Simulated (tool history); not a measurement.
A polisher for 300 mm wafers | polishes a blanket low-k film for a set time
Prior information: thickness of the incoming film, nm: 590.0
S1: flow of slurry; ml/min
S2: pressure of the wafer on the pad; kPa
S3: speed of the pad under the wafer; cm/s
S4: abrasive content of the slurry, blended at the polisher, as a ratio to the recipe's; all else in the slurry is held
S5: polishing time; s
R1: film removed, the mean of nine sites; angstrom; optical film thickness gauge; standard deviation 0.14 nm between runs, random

{"run": 1, "hour": 0.0, "S1": 260, "S2": 15.2, "S3": 106, "S4": 1.0, "S5": 61, "R1": 266.92}
{"run": 2, "hour": 7.2, "S1": 260, "S2": 17.2, "S3": 106, "S4": 1.0, "S5": 61, "R1": 312.72}
{"run": 3, "hour": 14.7, "S1": 260, "S2": 17.2, "S3": 94, "S4": 1.0, "S5": 61, "R1": 282.44}
{"run": 4, "hour": 20.6, "S1": 260, "S2": 15.2, "S3": 94, "S4": 1.0, "S5": 61, "R1": 243.26}
{"run": 5, "hour": 28.0, "S1": 260, "S2": 15.2, "S3": 94, "S4": 1.0, "S5": 64, "R1": 262.06}
{"run": 6, "hour": 35.8, "S1": 260, "S2": 14.5, "S3": 92, "S4": 1.0, "S5": 64, "R1": 246.93}
{"run": 7, "hour": 36.7, "S1": 260, "S2": 13.8, "S3": 90, "S4": 1.0, "S5": 64, "R1": 229.54}
{"run": 8, "hour": 42.1, "S1": 260, "S2": 13.1, "S3": 88, "S4": 1.0, "S5": 64, "R1": 212.45}

Predict the results of run 9:
{"run": 9, "hour": 45.2, "S1": 260, "S2": 12.4, "S3": 86, "S4": 1.0, "S5": 64, "R1": "?"}

{"run 9": {"R1": 203.82}}
